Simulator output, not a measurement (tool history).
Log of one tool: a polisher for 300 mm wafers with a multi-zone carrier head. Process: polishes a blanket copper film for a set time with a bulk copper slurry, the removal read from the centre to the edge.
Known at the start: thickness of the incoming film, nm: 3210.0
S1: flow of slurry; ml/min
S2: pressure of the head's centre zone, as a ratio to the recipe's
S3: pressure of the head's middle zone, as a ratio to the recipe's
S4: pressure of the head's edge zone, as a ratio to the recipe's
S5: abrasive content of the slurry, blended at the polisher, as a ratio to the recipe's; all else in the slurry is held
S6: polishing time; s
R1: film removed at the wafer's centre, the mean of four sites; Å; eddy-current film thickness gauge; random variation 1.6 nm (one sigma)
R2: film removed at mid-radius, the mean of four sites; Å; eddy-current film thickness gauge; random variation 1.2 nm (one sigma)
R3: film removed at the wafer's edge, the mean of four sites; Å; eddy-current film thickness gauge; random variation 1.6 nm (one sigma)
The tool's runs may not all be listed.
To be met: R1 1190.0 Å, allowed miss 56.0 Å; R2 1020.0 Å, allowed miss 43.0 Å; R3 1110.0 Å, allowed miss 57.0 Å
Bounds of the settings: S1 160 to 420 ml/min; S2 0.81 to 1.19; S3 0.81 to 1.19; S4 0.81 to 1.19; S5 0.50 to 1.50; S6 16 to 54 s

Run 1, hour 0.0: S1 270 ml/min, S2 1.00, S3 1.00, S4 1.00, S5 1.00, S6 35 s. Result: R1 1726.9 Å, R2 1725.1 Å, R3 1655.8 Å.
Run 2, hour 5.9: S1 270 ml/min, S2 1.00, S3 1.00, S4 1.04, S5 1.00, S6 35 s. Result: R1 1707.1 Å, R2 1688.1 Å, R3 1732.8 Å.
Run 3, hour 9.6: S1 205 ml/min, S2 1.00, S3 1.00, S4 1.04, S5 1.00, S6 35 s. Result: R1 1636.2 Å, R2 1618.6 Å, R3 1642.2 Å.
Run 4, hour 17.2: S1 175 ml/min, S2 1.00, S3 1.00, S4 1.04, S5 1.00, S6 35 s. Result: R1 1568.7 Å, R2 1588.0 Å, R3 1602.2 Å.
Run 5, hour 21.4: S1 175 ml/min, S2 1.05, S3 1.00, S4 1.04, S5 1.00, S6 35 s. Result: R1 1662.6 Å, R2 1587.8 Å, R3 1650.8 Å.
Run 6, hour 25.5: S1 175 ml/min, S2 1.05, S3 1.00, S4 1.04, S5 1.00, S6 31 s. Result: R1 1480.8 Å, R2 1376.3 Å, R3 1450.8 Å.
Run 7, hour 32.2: S1 175 ml/min, S2 1.05, S3 0.97, S4 1.02, S5 0.90, S6 30 s. Result: R1 1360.8 Å, R2 1265.4 Å, R3 1369.4 Å.
Run 8, hour 32.9: S1 180 ml/min, S2 1.07, S3 0.95, S4 0.98, S5 0.80, S6 29 s. Result: R1 1275.7 Å, R2 1169.6 Å, R3 1233.0 Å.
Run 9, hour 35.8: S1 180 ml/min, S2 1.08, S3 0.93, S4 0.96, S5 0.75, S6 29 s. Result: R1 1294.4 Å, R2 1114.9 Å, R3 1222.8 Å.
Run 10, hour 37.5: S1 180 ml/min, S2 1.07, S3 0.92, S4 0.94, S5 0.70, S6 29 s. Result: R1 1218.8 Å, R2 1077.7 Å, R3 1188.0 Å.
Run 11, hour 43.9: S1 180 ml/min, S2 1.08, S3 0.92, S4 0.92, S5 0.70, S6 29 s. Result: R1 1238.8 Å, R2 1094.6 Å, R3 1152.1 Å.
Run 12, hour 52.5: S1 180 ml/min, S2 1.08, S3 0.91, S4 0.91, S5 0.70, S6 29 s. Result: R1 1235.9 Å, R2 1084.9 Å, R3 1171.4 Å.

Which of these 4 next moves meets every target?
Run A, hour 61.1: S1 195 ml/min, S2 0.87, S3 0.87, S4 1.06, S5 0.70, S6 30 s. Result: R1 ?, R2 ?, R3 ?.
Run B, hour 61.1: S1 160 ml/min, S2 0.89, S3 0.84, S4 0.97, S5 0.65, S6 31 s. Result: R1 ?, R2 ?, R3 ?.
Run C, hour 61.1: S1 170 ml/min, S2 1.03, S3 0.94, S4 0.85, S5 0.80, S6 28 s. Result: R1 ?, R2 ?, R3 ?.
Run D, hour 61.1: S1 230 ml/min, S2 1.08, S3 0.91, S4 0.97, S5 0.50, S6 31 s. Result: R1 ?, R2 ?, R3 ?.

move      R1      R2      R3
   A  1062.5  1092.8  1298.3
   B  1043.2  1024.3  1217.7
   C  1195.7  1111.4  1134.3
   D  1209.0  1036.8  1133.9
A: further off than the last run
B: brings the result that was furthest off to its target, and leaves another outside
C: further off than the last run
D: meets every target
The right move is D.
